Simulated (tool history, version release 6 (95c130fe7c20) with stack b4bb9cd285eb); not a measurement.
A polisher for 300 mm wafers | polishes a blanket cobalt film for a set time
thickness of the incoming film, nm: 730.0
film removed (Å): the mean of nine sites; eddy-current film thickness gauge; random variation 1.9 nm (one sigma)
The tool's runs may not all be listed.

run	day	flow of slurry (ml/min)	pressure of the wafer on the pad (psi)	speed of the pad under the wafer (m/s)	polishing time (s)	film removed (Å)
1	0.000	310	1.7	1.16	69	2848.4
2	0.312	310	1.7	1.16	69	2846.3
3	0.646	355	1.7	1.16	69	2868.1
4	0.988	355	1.7	1.16	69	2872.5
5	1.254	355	1.6	1.16	69	2747.8
6	1.425	355	1.6	1.16	69	2730.3

Run 7 comes next. What will it give?
7	1.646	350	1.6	1.16	69	?

Run 7 gave film removed (Å) 2724.0.
